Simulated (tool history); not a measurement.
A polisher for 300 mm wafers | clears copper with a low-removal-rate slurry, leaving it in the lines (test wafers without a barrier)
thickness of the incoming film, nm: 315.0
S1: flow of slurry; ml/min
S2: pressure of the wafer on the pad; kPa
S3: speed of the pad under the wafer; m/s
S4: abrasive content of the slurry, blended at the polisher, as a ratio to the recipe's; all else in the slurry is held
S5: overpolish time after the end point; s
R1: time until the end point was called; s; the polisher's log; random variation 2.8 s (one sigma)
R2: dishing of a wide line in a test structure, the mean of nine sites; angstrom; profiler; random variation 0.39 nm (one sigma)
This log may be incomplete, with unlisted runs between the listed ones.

run	hour	S1	S2	S3	S4	S5	R1	R2
1	0.0	205	18.6	0.90	1.0	21	142.61	301.08
2	6.1	205	18.6	0.90	1.0	13	143.93	198.39
3	10.6	205	17.2	0.90	1.0	15	152.62	213.30
4	18.3	205	17.2	1.08	1.0	15	126.29	253.17
5	25.1	240	17.2	1.08	1.0	15	126.35	246.38
6	31.4	240	20.0	1.08	1.0	15	110.70	288.85
7	36.9	240	18.6	1.06	1.0	17	119.22	298.37
8	38.4	240	17.2	1.04	1.0	19	131.08	297.72
9	42.9	240	15.9	1.02	1.0	20	143.37	288.39
10	49.7	240	14.5	1.00	1.0	21	157.05	269.47
11	58.6	240	13.8	0.98	1.0	22	167.51	269.41
12	59.9	240	13.1	0.98	1.0	23	172.96	271.83
13	68.1	240	12.4	0.98	1.0	24	181.85	264.52
14	70.2	240	11.7	0.98	1.0	25	194.61	263.09
15	78.5	235	11.7	0.98	1.0	26	191.24	268.49
16	82.5	230	11.0	0.98	1.0	27	203.98	272.03
17	85.6	225	11.0	0.98	1.0	27	204.55	267.11
18	88.3	225	11.0	0.98	1.0	27	202.41	265.96

Forecast run 19:
19	92.8	220	11.0	0.98	1.0	28	?	?

R1: 204.71 s
R2: 273.99 angstrom

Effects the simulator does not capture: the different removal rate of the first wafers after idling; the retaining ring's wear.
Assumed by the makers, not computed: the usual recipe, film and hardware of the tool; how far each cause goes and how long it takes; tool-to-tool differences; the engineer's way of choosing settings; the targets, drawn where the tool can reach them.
